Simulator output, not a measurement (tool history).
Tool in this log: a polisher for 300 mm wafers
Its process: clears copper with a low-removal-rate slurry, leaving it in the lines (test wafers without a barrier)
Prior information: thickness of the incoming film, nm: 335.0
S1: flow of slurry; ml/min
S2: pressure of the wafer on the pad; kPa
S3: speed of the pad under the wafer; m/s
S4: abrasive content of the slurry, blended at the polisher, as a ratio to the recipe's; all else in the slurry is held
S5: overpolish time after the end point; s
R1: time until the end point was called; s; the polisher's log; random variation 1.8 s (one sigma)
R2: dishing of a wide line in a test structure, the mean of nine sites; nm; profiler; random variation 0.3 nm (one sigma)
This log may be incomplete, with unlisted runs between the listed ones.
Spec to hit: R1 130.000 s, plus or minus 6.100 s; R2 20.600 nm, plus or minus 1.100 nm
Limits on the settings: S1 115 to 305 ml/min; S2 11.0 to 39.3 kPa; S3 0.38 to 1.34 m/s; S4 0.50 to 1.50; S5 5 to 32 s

Run 1, hour 0.0: S1 195 ml/min, S2 24.8 kPa, S3 0.86 m/s, S4 1.00, S5 16 s. Result: R1 90.967 s, R2 41.176 nm.
Run 2, hour 5.7: S1 195 ml/min, S2 24.8 kPa, S3 0.78 m/s, S4 1.00, S5 16 s. Result: R1 100.710 s, R2 38.996 nm.
Run 3, hour 9.8: S1 195 ml/min, S2 22.8 kPa, S3 0.78 m/s, S4 1.00, S5 14 s. Result: R1 108.450 s, R2 31.564 nm.
Run 4, hour 16.6: S1 195 ml/min, S2 27.6 kPa, S3 0.78 m/s, S4 1.00, S5 14 s. Result: R1 90.207 s, R2 38.119 nm.
Run 5, hour 23.1: S1 230 ml/min, S2 27.6 kPa, S3 0.78 m/s, S4 1.00, S5 14 s. Result: R1 89.609 s, R2 38.197 nm.
Run 6, hour 30.6: S1 230 ml/min, S2 24.8 kPa, S3 0.78 m/s, S4 1.00, S5 13 s. Result: R1 99.166 s, R2 33.080 nm.
Run 7, hour 36.7: S1 230 ml/min, S2 22.8 kPa, S3 0.78 m/s, S4 1.00, S5 12 s. Result: R1 107.990 s, R2 28.397 nm.
Run 8, hour 38.4: S1 230 ml/min, S2 22.8 kPa, S3 0.78 m/s, S4 1.00, S5 12 s. Result: R1 106.960 s, R2 29.136 nm.
Run 9, hour 42.9: S1 230 ml/min, S2 17.2 kPa, S3 0.78 m/s, S4 1.00, S5 8 s. Result: R1 142.980 s, R2 15.464 nm.
Run 10, hour 50.5: S1 225 ml/min, S2 20.0 kPa, S3 0.74 m/s, S4 1.00, S5 11 s. Result: R1 126.880 s, R2 22.593 nm.
Run 11, hour 56.8: S1 220 ml/min, S2 19.3 kPa, S3 0.76 m/s, S4 1.00, S5 11 s. Result: R1 132.370 s, R2 21.942 nm.

Exactly one of the 4 candidate moves below puts every result within its allowed miss. Which one?
Run A, hour 63.1: S1 220 ml/min, S2 19.3 kPa, S3 0.76 m/s, S4 1.00, S5 9 s. Result: R1 ?, R2 ?.
Run B, hour 63.1: S1 205 ml/min, S2 16.5 kPa, S3 0.96 m/s, S4 0.95, S5 11 s. Result: R1 ?, R2 ?.
Run C, hour 63.1: S1 230 ml/min, S2 19.3 kPa, S3 0.76 m/s, S4 0.95, S5 10 s. Result: R1 ?, R2 ?.
Run D, hour 63.1: S1 215 ml/min, S2 19.3 kPa, S3 0.74 m/s, S4 1.00, S5 12 s. Result: R1 ?, R2 ?.

move       R1      R2
   A  131.470  19.144
   B  126.400  23.607
   C  132.280  20.948
   D  134.970  24.217
A: takes the result that was furthest off past its target
B: the biggest miss grows against the last run
C: each result inside its tolerance
D: the biggest miss grows against the last run
The right move is C.
